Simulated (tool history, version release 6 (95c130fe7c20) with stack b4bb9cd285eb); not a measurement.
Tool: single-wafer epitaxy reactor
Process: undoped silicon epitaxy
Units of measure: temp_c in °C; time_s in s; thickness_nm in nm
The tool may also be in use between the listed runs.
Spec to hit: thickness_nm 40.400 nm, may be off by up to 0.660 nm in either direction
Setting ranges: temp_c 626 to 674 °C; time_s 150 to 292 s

run,hour,temp_c,time_s,thickness_nm
1,0.0,650,221,34.582
2,4.5,650,209,32.669
3,8.0,645,209,28.860
4,13.7,637,209,23.544
5,20.8,637,184,20.694
6,22.8,646,184,25.967
7,28.3,658,185,35.273
8,33.1,659,185,35.971
9,38.6,660,185,36.945
10,47.6,661,185,37.904
11,55.1,663,185,39.601

Which single option among these 5 for the next run brings every result within its allowed miss of target? Just one does.
A,62.6,667,164,?
B,62.6,662,183,?
C,62.6,655,220,?
D,62.6,671,156,?
E,62.6,662,187,?

move,thickness_nm
A,38.787
B,38.391
C,38.927
D,40.565
E,39.230
A: its largest miss is bigger than the last run's
B: its largest miss is bigger than the last run's
C: its largest miss is bigger than the last run's
D: every result lands within tolerance
E: its largest miss is bigger than the last run's
Answer: D
